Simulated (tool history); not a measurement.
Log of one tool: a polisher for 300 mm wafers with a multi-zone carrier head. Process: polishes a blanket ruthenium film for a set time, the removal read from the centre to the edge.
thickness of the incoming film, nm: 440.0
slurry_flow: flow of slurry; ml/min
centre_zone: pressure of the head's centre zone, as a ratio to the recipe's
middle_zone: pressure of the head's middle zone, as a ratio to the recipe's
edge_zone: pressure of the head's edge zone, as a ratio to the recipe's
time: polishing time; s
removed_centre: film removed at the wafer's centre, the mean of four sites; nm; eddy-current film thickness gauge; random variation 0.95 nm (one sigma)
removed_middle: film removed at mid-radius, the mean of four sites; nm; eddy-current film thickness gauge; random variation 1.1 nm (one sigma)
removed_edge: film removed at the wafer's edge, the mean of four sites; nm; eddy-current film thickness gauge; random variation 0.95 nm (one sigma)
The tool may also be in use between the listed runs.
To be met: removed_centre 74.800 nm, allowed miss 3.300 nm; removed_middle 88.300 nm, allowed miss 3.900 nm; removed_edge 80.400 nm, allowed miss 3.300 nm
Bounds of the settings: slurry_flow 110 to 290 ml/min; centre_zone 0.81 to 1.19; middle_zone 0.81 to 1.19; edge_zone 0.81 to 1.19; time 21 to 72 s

{"run": 1, "day": 0.0, "slurry_flow": 185, "centre_zone": 1.0, "middle_zone": 1.0, "edge_zone": 1.0, "time": 46, "removed_centre": 67.251, "removed_middle": 67.854, "removed_edge": 72.599}
{"run": 2, "day": 0.208, "slurry_flow": 185, "centre_zone": 1.0, "middle_zone": 0.96, "edge_zone": 1.0, "time": 46, "removed_centre": 67.425, "removed_middle": 65.78, "removed_edge": 71.441}
{"run": 3, "day": 0.292, "slurry_flow": 195, "centre_zone": 1.0, "middle_zone": 1.02, "edge_zone": 0.98, "time": 47, "removed_centre": 70.296, "removed_middle": 70.011, "removed_edge": 71.77}
{"run": 4, "day": 0.383, "slurry_flow": 195, "centre_zone": 0.95, "middle_zone": 1.02, "edge_zone": 0.98, "time": 47, "removed_centre": 68.486, "removed_middle": 71.168, "removed_edge": 72.943}
{"run": 5, "day": 0.638, "slurry_flow": 205, "centre_zone": 0.94, "middle_zone": 1.06, "edge_zone": 0.99, "time": 48, "removed_centre": 68.693, "removed_middle": 76.151, "removed_edge": 75.032}
{"run": 6, "day": 0.921, "slurry_flow": 205, "centre_zone": 0.91, "middle_zone": 1.06, "edge_zone": 0.99, "time": 48, "removed_centre": 68.55, "removed_middle": 73.54, "removed_edge": 75.49}
{"run": 7, "day": 0.996, "slurry_flow": 210, "centre_zone": 0.92, "middle_zone": 1.09, "edge_zone": 1.0, "time": 49, "removed_centre": 67.623, "removed_middle": 77.696, "removed_edge": 77.148}
{"run": 8, "day": 1.108, "slurry_flow": 215, "centre_zone": 0.93, "middle_zone": 1.1, "edge_zone": 0.99, "time": 50, "removed_centre": 70.121, "removed_middle": 80.633, "removed_edge": 80.511}
{"run": 9, "day": 1.396, "slurry_flow": 220, "centre_zone": 0.94, "middle_zone": 1.12, "edge_zone": 0.96, "time": 50, "removed_centre": 70.691, "removed_middle": 81.984, "removed_edge": 77.276}
{"run": 10, "day": 1.462, "slurry_flow": 225, "centre_zone": 0.95, "middle_zone": 1.13, "edge_zone": 0.96, "time": 50, "removed_centre": 73.541, "removed_middle": 82.282, "removed_edge": 80.053}
{"run": 11, "day": 1.704, "slurry_flow": 225, "centre_zone": 0.95, "middle_zone": 1.15, "edge_zone": 0.95, "time": 50, "removed_centre": 72.521, "removed_middle": 82.539, "removed_edge": 76.615}

4 next moves are on the table. One of them brings every result within its allowed miss. Which?
{"run": "A", "day": 1.946, "slurry_flow": 265, "centre_zone": 0.98, "middle_zone": 1.13, "edge_zone": 0.9, "time": 49, "removed_centre": "?", "removed_middle": "?", "removed_edge": "?"}
{"run": "B", "day": 1.946, "slurry_flow": 290, "centre_zone": 0.94, "middle_zone": 1.18, "edge_zone": 0.95, "time": 50, "removed_centre": "?", "removed_middle": "?", "removed_edge": "?"}
{"run": "C", "day": 1.946, "slurry_flow": 235, "centre_zone": 0.88, "middle_zone": 1.09, "edge_zone": 0.99, "time": 50, "removed_centre": "?", "removed_middle": "?", "removed_edge": "?"}
{"run": "D", "day": 1.946, "slurry_flow": 175, "centre_zone": 0.85, "middle_zone": 1.18, "edge_zone": 0.93, "time": 53, "removed_centre": "?", "removed_middle": "?", "removed_edge": "?"}

move=A removed_centre=74.872 removed_middle=80.956 removed_edge=75.114
move=B removed_centre=74.275 removed_middle=86.023 removed_edge=79.062
move=C removed_centre=68.326 removed_middle=79.521 removed_edge=79.457
move=D removed_centre=67.614 removed_middle=86.354 removed_edge=79.656
A: further off than the last run
B: meets every target
C: further off than the last run
D: brings the result that was furthest off to its target, and leaves another outside
Move B is the one to make.
